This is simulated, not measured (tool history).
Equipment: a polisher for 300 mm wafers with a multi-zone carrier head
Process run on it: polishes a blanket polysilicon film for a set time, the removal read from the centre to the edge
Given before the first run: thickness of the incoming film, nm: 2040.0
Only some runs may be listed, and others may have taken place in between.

run	hour	flow of slurry (ml/min)	pressure of the head's centre zone	pressure of the head's middle zone	pressure of the head's edge zone	polishing time (s)	film removed at the wafer's centre (angstrom)	film removed at mid-radius (angstrom)	film removed at the wafer's edge (angstrom)
1	0	185	1	1	1	49	4618.8	4352.9	4362.2
2	1.4	185	1.08	1	1	49	4936.6	4422.4	4384.4
3	2	190	1.07	1.02	1.02	49	4945.8	4365.2	4440.1
4	9.2	190	1.07	1.02	1.02	55	5522.4	4996.7	4942.3
5	11.5	190	1.06	1.04	1.02	55	5455.6	5154.4	5001
6	14.2	190	1.05	1.05	1.02	55	5476.4	5143.7	4951
7	22.5	190	1.04	1.06	1.02	55	5427.7	4984.7	4924.5
8	25.4	210	0.94	1.16	0.92	61	5676.4	6196.5	5350.8

Run 9 is up next; what results do you expect?
9	30	205	0.94	1.15	0.92	61	?	?	?

film removed at the wafer's centre (angstrom): 5594.9
film removed at mid-radius (angstrom): 6014.4
film removed at the wafer's edge (angstrom): 5211.6
